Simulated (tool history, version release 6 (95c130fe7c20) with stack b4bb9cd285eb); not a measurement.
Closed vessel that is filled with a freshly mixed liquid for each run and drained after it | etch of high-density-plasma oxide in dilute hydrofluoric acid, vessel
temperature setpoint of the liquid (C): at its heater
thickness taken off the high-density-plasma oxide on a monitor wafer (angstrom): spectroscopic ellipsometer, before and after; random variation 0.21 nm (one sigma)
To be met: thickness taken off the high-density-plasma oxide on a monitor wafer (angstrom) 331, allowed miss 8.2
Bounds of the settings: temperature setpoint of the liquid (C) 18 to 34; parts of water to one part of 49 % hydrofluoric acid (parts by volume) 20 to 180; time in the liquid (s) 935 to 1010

run	hour	temperature setpoint of the liquid (C)	parts of water to one part of 49 % hydrofluoric acid (parts by volume)	time in the liquid (s)	thickness taken off the high-density-plasma oxide on a monitor wafer (angstrom)
1	0	26	100	935	494.42
2	5.3	28.5	100	935	540.47
3	8.1	28.5	70	935	818.66
4	14.6	28.5	100	935	538.79
5	21.6	28.5	130	935	398.65
6	28.6	28.5	95	935	570.28
7	29.7	27.5	95	935	554.1
8	35.1	26.5	95	935	527.69
9	42.7	22.5	110	935	386.39
10	51	22	110	935	381.21
11	53.6	21.5	110	935	370.97
12	59.9	21	110	935	363.9

Which of these 4 next moves meets every target?
A	66.2	21	115	960	?
B	66.2	18	105	995	?
C	66.2	19.5	110	960	?
D	66.2	20.5	120	970	?

move	thickness taken off the high-density-plasma oxide on a monitor wafer (angstrom)
A	359.02
B	364.33
C	355.09
D	338.83
A: nearer than the last run, and not there yet
B: as far off as the last run
C: nearer than the last run, and not there yet
D: meets every target
The right move is D.
